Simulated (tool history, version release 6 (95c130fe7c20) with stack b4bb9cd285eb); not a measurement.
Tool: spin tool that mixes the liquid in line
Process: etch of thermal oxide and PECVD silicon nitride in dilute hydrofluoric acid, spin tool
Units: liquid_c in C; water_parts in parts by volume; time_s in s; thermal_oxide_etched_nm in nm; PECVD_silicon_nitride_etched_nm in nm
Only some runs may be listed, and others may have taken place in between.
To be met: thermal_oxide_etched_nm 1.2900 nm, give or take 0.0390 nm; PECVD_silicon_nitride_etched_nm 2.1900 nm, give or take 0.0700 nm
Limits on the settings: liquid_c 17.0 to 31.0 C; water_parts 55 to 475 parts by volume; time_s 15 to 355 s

run,hour,liquid_c,water_parts,time_s,thermal_oxide_etched_nm,PECVD_silicon_nitride_etched_nm
1,0.0,23.0,265,180,3.2982,4.9281
2,4.7,22.5,315,185,2.6426,4.1538
3,10.2,24.5,315,185,2.8188,4.6504
4,19.2,23.0,350,185,2.3125,3.8567
5,21.5,23.0,410,185,1.9030,3.2504
6,28.2,23.0,410,115,1.1864,2.0399
7,34.3,23.0,405,115,1.2002,2.0740
8,42.3,23.0,400,115,1.2136,2.0860
9,44.2,23.0,395,115,1.2516,2.1241

Consider the 5 candidate settings below. Which is the only one whose results all fall within their allowed miss of target?
A,46.1,25.0,430,115,?,?
B,46.1,23.0,355,100,?,?
C,46.1,25.0,420,115,?,?
D,46.1,26.0,400,105,?,?
E,46.1,22.5,400,125,?,?

move,thermal_oxide_etched_nm,PECVD_silicon_nitride_etched_nm
A,1.1839,2.1907
B,1.2557,2.0587
C,1.2235,2.2437
D,1.2331,2.2782
E,1.3141,2.2180
A: lands further from the targets than the last run did
B: brings the last run's worst result on target, with another outside its allowed miss
C: lands further from the targets than the last run did
D: lands further from the targets than the last run did
E: meets every target
Answer: E

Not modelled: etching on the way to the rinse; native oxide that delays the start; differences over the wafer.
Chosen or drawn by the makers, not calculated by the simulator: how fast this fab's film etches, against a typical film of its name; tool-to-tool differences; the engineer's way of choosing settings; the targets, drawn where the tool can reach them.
